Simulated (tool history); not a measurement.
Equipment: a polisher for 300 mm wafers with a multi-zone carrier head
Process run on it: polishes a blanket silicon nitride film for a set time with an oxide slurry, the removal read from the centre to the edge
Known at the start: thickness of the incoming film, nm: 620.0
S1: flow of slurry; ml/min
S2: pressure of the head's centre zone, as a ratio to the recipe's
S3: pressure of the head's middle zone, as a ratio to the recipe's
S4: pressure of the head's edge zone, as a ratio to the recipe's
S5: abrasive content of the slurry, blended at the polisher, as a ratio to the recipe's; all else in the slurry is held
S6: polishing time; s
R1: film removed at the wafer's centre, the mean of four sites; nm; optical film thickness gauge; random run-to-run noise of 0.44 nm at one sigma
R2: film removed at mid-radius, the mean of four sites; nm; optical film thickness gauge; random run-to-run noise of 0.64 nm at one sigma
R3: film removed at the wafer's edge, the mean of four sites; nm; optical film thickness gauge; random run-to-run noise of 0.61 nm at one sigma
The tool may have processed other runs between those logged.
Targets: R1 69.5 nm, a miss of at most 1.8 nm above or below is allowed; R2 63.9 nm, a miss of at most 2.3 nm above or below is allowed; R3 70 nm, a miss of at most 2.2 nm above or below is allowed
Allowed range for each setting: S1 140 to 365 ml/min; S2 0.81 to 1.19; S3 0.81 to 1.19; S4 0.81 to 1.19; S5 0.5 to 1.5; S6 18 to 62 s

run,hour,S1,S2,S3,S4,S5,S6,R1,R2,R3
1,0,235,1,1,1,1,40,44.526,43.761,44.938
2,4.1,240,1.02,1.01,1.05,1.15,41,50.038,49.497,51.419
3,10.1,240,1.02,1.05,1.05,1.15,41,49.966,50.984,50.608
4,16.4,240,1.02,1.05,1.05,0.95,41,44.442,45.763,46.283
5,19.7,240,1.02,0.99,1.05,0.95,41,45.184,43.545,45.984
6,25.9,240,1.08,0.99,1.05,0.95,41,47.28,43.605,45.766
7,31.5,250,1.08,0.99,1.09,1.1,42,53.39,49.909,52.211
8,33.8,255,1.08,0.97,1.12,1.2,42,55.819,50.796,54.941
9,37.5,255,1.08,0.97,1.14,1.3,43,58.583,53.4,59.741
10,39.4,260,1.09,0.98,1.15,1.35,43,60.8,55.859,60.874

Pick the move, out of 4, that brings all results within their allowed miss; only one does.
A,41.3,180,1.02,0.83,1.19,1.2,58,?,?,?
B,41.3,240,0.94,0.85,1.19,1.4,52,?,?,?
C,41.3,275,1.08,0.99,1.17,1.45,48,?,?,?
D,41.3,245,0.98,0.93,1.19,1.5,50,?,?,?

move,R1,R2,R3
A,69.733,59.357,77.355
B,64.338,60.281,76.416
C,70.496,64.201,71.633
D,66.56,63.886,75.629
A: corrects the largest miss of the last run, while another result sits out of spec
B: moves toward the targets from the last run without getting all of them in spec
C: meets every target
D: moves toward the targets from the last run without getting all of them in spec
So the answer is move C, the one that meets all the targets.
